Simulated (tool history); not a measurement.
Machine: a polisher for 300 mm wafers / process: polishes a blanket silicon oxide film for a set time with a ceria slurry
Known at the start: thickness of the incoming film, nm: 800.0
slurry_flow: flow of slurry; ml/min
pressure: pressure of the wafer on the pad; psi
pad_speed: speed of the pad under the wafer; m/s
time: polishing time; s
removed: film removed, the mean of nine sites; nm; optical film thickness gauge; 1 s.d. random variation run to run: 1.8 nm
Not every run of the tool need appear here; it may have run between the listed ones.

| run | hour | slurry_flow | pressure | pad_speed | time | removed |
|---|---|---|---|---|---|---|
| 1 | 0 | 285 | 3.7 | 1.1 | 31 | 149.34 |
| 2 | 1.8 | 285 | 4.6 | 1.1 | 31 | 183.35 |
| 3 | 8 | 215 | 4.6 | 1.1 | 31 | 178.44 |
| 4 | 13.3 | 225 | 4.9 | 1.1 | 31 | 189.64 |
| 5 | 21 | 225 | 5.2 | 1.1 | 31 | 201.88 |
| 6 | 26.4 | 235 | 5.3 | 1.1 | 31 | 209 |
| 7 | 29.3 | 235 | 5.3 | 1.1 | 31 | 207.78 |

What will run 8 give?
| 8 | 33.7 | 245 | 5.4 | 1.1 | 31 | ? |

removed: 215.05 nm
